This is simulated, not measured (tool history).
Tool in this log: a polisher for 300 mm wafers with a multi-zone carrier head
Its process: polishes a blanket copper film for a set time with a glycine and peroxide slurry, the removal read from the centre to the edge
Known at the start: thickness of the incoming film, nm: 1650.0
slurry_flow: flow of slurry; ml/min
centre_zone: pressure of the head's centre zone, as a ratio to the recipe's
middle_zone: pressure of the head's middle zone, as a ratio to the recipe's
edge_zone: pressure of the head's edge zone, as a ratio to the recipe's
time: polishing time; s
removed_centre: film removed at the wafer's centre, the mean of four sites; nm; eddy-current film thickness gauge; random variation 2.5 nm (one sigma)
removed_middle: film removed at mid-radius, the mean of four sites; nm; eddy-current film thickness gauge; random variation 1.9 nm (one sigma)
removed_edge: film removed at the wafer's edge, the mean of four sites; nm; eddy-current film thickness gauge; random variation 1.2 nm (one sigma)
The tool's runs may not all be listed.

run  hour  slurry_flow  centre_zone  middle_zone  edge_zone  time  removed_centre  removed_middle  removed_edge
  1   0.0          320         1.00         1.00       1.00    43          279.24          276.51        281.40
  2   2.5          320         1.00         1.00       1.03    43          277.94          274.50        291.42
  3   4.4          320         1.00         1.00       1.03    39          253.73          250.83        261.13
  4  10.5          320         1.00         1.06       1.03    39          249.14          264.72        267.01
  5  15.8          320         1.00         1.06       0.99    39          252.06          269.65        259.63
  6  23.1          315         0.97         1.01       0.97    36          228.66          234.93        235.32
  7  31.4          310         0.94         0.98       0.94    35          215.98          222.06        225.96
  8  37.5          305         0.93         0.96       0.92    33          200.17          207.94        212.21
  9  46.2          305         0.93         0.94       0.90    32          187.54          198.62        201.81
 10  53.1          300         0.95         0.91       0.88    32          197.27          191.73        199.88
 11  54.9          300         0.95         0.91       0.88    32          196.77          194.77        200.06
 12  60.7          285         0.93         0.84       0.81    28          170.30          158.68        167.37

Run 13 comes next. What will it give?
 13  66.9          295         0.93         0.85       0.83    28               ?               ?             ?

{"run 13": {"removed_centre": 170.71, "removed_middle": 160.99, "removed_edge": 170.75}}

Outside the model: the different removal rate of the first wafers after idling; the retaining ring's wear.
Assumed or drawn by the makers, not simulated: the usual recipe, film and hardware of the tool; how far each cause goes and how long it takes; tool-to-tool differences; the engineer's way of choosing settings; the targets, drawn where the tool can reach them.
